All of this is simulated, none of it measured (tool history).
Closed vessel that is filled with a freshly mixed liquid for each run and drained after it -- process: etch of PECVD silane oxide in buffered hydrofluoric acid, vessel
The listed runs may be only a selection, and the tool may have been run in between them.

run  hour  temperature setpoint of the liquid (°C)  parts of 40 % ammonium fluoride to one part of 49 % hydrofluoric acid (parts by volume)  time in the liquid (s)  thickness taken off the PECVD silane oxide on a monitor wafer (Å)
  1   0.0                                     24.0                                                                                     23.5                      90                                                             868.11
  2   2.5                                     24.0                                                                                     19.5                      90                                                            1019.80
  3   4.8                                     24.0                                                                                     14.0                      90                                                            1401.40
  4   8.8                                     24.0                                                                                     10.0                      90                                                            1937.80
  5   9.9                                     24.0                                                                                     16.0                      90                                                            1224.80
  6  17.1                                     24.0                                                                                     19.5                      90                                                            1001.50

For run 7, what comes out?
  7  20.7                                     22.5                                                                                     20.5                      90                                                                  ?

{"run 7": {"thickness taken off the PECVD silane oxide on a monitor wafer (Å)": 890.88}}
